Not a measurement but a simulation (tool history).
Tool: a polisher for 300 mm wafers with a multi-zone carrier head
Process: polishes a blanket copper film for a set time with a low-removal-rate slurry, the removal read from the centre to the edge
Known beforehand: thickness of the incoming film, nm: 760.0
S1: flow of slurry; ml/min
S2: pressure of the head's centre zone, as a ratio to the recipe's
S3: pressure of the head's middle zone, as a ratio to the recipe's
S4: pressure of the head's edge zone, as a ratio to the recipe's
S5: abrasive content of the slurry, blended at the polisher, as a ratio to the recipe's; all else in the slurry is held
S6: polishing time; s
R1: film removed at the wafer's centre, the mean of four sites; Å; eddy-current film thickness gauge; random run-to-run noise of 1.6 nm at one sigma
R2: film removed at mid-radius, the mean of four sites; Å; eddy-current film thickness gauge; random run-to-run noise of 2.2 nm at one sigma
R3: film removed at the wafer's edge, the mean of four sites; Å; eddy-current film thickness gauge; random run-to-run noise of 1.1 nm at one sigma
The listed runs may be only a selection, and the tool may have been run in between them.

run,hour,S1,S2,S3,S4,S5,S6,R1,R2,R3
1,0.0,150,1.00,1.00,1.00,1.00,32,1100.60,1149.70,1127.80
2,6.1,150,1.00,1.00,1.00,1.00,24,829.54,850.43,838.41
3,7.6,150,1.00,1.04,1.00,1.00,24,830.20,884.33,839.79
4,12.1,135,1.00,1.04,1.00,1.00,24,837.00,869.85,834.62
5,17.3,115,1.00,1.04,1.00,1.00,24,803.88,834.22,816.45
6,18.8,145,1.00,1.04,1.00,1.00,24,838.31,889.27,839.88
7,21.3,150,0.96,1.05,1.04,1.10,27,919.82,1004.80,1000.10
8,23.2,190,0.86,1.15,1.10,1.35,33,1103.80,1461.10,1349.60
9,28.2,195,0.86,1.15,1.12,1.35,33,1129.10,1505.90,1342.40
10,33.4,190,0.85,1.14,1.12,1.40,33,1072.90,1506.20,1381.50

What will run 11 give?
11,35.4,195,0.86,1.12,1.13,1.40,33,?,?,?

Run 11 yielded R1 1137.10 Å, R2 1441.20 Å, R3 1395.10 Å.
